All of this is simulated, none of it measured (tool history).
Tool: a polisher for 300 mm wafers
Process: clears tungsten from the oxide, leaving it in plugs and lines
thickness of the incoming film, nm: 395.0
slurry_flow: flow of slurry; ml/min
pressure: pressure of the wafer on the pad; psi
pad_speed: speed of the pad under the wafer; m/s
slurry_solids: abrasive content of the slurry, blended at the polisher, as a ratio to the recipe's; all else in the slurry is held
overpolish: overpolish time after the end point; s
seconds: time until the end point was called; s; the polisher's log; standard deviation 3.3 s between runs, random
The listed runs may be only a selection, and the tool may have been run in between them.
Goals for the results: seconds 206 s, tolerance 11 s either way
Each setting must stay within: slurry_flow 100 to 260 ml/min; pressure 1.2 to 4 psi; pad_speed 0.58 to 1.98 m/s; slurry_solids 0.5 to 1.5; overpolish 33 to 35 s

run  hour  slurry_flow  pressure  pad_speed  slurry_solids  overpolish  seconds
  1     0          165       2.6       1.28              1          33   96.857
  2   7.9          165       2.2        1.2              1          33   124.22
  3  15.8          165       2.2        1.4              1          33   106.27
  4  18.2          165       2.2        1.4              1          33   106.84
  5    27          165       2.2       1.52              1          33   99.108
  6  30.9          165       2.2       1.52              1          35   97.597
  7  38.5          160       1.9       1.42              1          35   119.23
  8  43.6          160       1.7       1.32              1          35   143.14
  9  49.8          160       1.6       1.28              1          35   153.46
 10  53.6          155       1.2       1.08              1          35   220.05

Which of these 5 next moves meets every target?
  A  57.4          170       1.3       1.28            1.1          35        ?
  B  57.4          140       1.4       1.22            0.9          35        ?
  C  57.4          200       1.3       0.92            1.1          35        ?
  D  57.4          155       2.1       0.86            0.9          33        ?
  E  57.4          150       1.2       1.16           1.05          33        ?

move  seconds
   A   173.25
   B   185.94
   C   232.34
   D   183.17
   E    209.5
A: carries the result that was furthest off beyond its target, to the other side
B: carries the result that was furthest off beyond its target, to the other side
C: moves away from the targets compared with the last run
D: carries the result that was furthest off beyond its target, to the other side
E: hits every target within its allowed miss
Answer: E

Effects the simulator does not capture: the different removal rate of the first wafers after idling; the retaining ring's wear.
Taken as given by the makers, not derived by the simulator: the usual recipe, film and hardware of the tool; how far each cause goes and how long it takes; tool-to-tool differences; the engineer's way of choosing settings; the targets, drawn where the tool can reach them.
